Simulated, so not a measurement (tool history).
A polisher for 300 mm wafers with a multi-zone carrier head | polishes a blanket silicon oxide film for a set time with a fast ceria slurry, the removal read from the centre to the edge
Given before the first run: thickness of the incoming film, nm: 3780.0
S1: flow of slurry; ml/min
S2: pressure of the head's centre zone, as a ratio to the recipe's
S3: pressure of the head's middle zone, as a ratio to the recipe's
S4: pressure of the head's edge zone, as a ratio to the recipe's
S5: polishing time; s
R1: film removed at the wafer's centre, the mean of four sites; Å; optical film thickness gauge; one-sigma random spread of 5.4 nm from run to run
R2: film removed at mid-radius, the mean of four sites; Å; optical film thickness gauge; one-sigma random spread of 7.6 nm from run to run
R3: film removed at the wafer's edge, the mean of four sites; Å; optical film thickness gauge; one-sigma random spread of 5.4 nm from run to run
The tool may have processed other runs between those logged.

{"run": 1, "hour": 0.0, "S1": 185, "S2": 1.0, "S3": 1.0, "S4": 1.0, "S5": 56, "R1": 5544.3, "R2": 5453.2, "R3": 5734.6}
{"run": 2, "hour": 7.8, "S1": 185, "S2": 1.0, "S3": 1.0, "S4": 1.04, "S5": 56, "R1": 5501.6, "R2": 5569.8, "R3": 5789.5}
{"run": 3, "hour": 12.8, "S1": 185, "S2": 1.0, "S3": 1.0, "S4": 1.04, "S5": 67, "R1": 6666.3, "R2": 6475.3, "R3": 6903.9}
{"run": 4, "hour": 17.6, "S1": 185, "S2": 1.0, "S3": 1.0, "S4": 0.98, "S5": 67, "R1": 6760.1, "R2": 6730.0, "R3": 6750.9}
{"run": 5, "hour": 25.6, "S1": 180, "S2": 0.97, "S3": 1.02, "S4": 0.95, "S5": 64, "R1": 6000.8, "R2": 6495.7, "R3": 6243.2}
{"run": 6, "hour": 34.2, "S1": 175, "S2": 0.95, "S3": 1.02, "S4": 0.93, "S5": 62, "R1": 5822.4, "R2": 6195.0, "R3": 6011.2}
{"run": 7, "hour": 35.3, "S1": 170, "S2": 0.85, "S3": 1.12, "S4": 0.93, "S5": 50, "R1": 4021.9, "R2": 5255.8, "R3": 4864.1}
{"run": 8, "hour": 42.0, "S1": 180, "S2": 0.87, "S3": 1.13, "S4": 0.93, "S5": 50, "R1": 4191.4, "R2": 5471.5, "R3": 4856.6}

Run 9 has not been measured yet. What should we expect?
{"run": 9, "hour": 46.0, "S1": 190, "S2": 0.88, "S3": 1.13, "S4": 0.94, "S5": 50, "R1": "?", "R2": "?", "R3": "?"}

Run 9 came out at R1 4289.3 Å, R2 5514.7 Å, R3 4795.4 Å.
